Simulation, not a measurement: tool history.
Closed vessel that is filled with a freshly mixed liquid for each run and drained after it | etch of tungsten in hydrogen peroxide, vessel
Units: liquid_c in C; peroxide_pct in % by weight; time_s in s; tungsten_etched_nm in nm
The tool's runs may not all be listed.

Run 1, hour 0: liquid_c 50 C, peroxide_pct 18.5 % by weight, time_s 30 s. Result: tungsten_etched_nm 35.134 nm.
Run 2, hour 4.9: liquid_c 48.5 C, peroxide_pct 18.5 % by weight, time_s 30 s. Result: tungsten_etched_nm 32.233 nm.
Run 3, hour 14.1: liquid_c 47 C, peroxide_pct 18.5 % by weight, time_s 30 s. Result: tungsten_etched_nm 29.216 nm.
Run 4, hour 23.1: liquid_c 47 C, peroxide_pct 18.5 % by weight, time_s 30 s. Result: tungsten_etched_nm 29.199 nm.
Run 5, hour 26.5: liquid_c 46 C, peroxide_pct 18.5 % by weight, time_s 30 s. Result: tungsten_etched_nm 27.313 nm.
Run 6, hour 32.3: liquid_c 46 C, peroxide_pct 22 % by weight, time_s 30 s. Result: tungsten_etched_nm 29.92 nm.
Run 7, hour 40: liquid_c 45 C, peroxide_pct 22 % by weight, time_s 30 s. Result: tungsten_etched_nm 28.039 nm.

Forecast run 8:
At hour 42.9: new drum of peroxide connected.
Run 8, hour 42.9: liquid_c 44 C, peroxide_pct 22 % by weight, time_s 30 s. Result: tungsten_etched_nm ?.

{"run 8": {"tungsten_etched_nm": 27.517}}

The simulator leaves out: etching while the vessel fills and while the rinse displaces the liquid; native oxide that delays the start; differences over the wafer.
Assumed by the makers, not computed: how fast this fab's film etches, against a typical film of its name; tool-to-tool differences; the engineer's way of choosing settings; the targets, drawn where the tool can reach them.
